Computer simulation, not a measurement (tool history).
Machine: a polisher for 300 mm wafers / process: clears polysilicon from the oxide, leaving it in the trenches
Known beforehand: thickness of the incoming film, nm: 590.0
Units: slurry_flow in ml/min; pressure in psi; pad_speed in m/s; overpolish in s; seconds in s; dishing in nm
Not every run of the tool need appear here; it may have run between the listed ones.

Run 1, hour 0: slurry_flow 255 ml/min, pressure 2.9 psi, pad_speed 1.12 m/s, overpolish 13 s. Result: seconds 37.927 s, dishing 69.512 nm.
Run 2, hour 6.3: slurry_flow 255 ml/min, pressure 2.9 psi, pad_speed 1.12 m/s, overpolish 18 s. Result: seconds 39.184 s, dishing 72.989 nm.
Run 3, hour 8: slurry_flow 215 ml/min, pressure 2.9 psi, pad_speed 1.12 m/s, overpolish 18 s. Result: seconds 39.636 s, dishing 73.175 nm.
Run 4, hour 11.2: slurry_flow 215 ml/min, pressure 2.9 psi, pad_speed 1.12 m/s, overpolish 13 s. Result: seconds 40.026 s, dishing 66.3 nm.
Run 5, hour 15.7: slurry_flow 215 ml/min, pressure 2.9 psi, pad_speed 0.96 m/s, overpolish 13 s. Result: seconds 45.515 s, dishing 67.019 nm.
Run 6, hour 20.8: slurry_flow 215 ml/min, pressure 2.9 psi, pad_speed 0.72 m/s, overpolish 13 s. Result: seconds 61.45 s, dishing 58.037 nm.
Run 7, hour 25.8: slurry_flow 235 ml/min, pressure 3 psi, pad_speed 0.68 m/s, overpolish 11 s. Result: seconds 61.915 s, dishing 54.019 nm.
Run 8, hour 30: slurry_flow 305 ml/min, pressure 3.4 psi, pad_speed 0.5 m/s, overpolish 5 s. Result: seconds 71.371 s, dishing 29.901 nm.

Forecast run 9:
Run 9, hour 37.4: slurry_flow 295 ml/min, pressure 3.5 psi, pad_speed 0.5 m/s, overpolish 5 s. Result: seconds ?, dishing ?.

{"run 9": {"seconds": 69.646, "dishing": 28.705}}
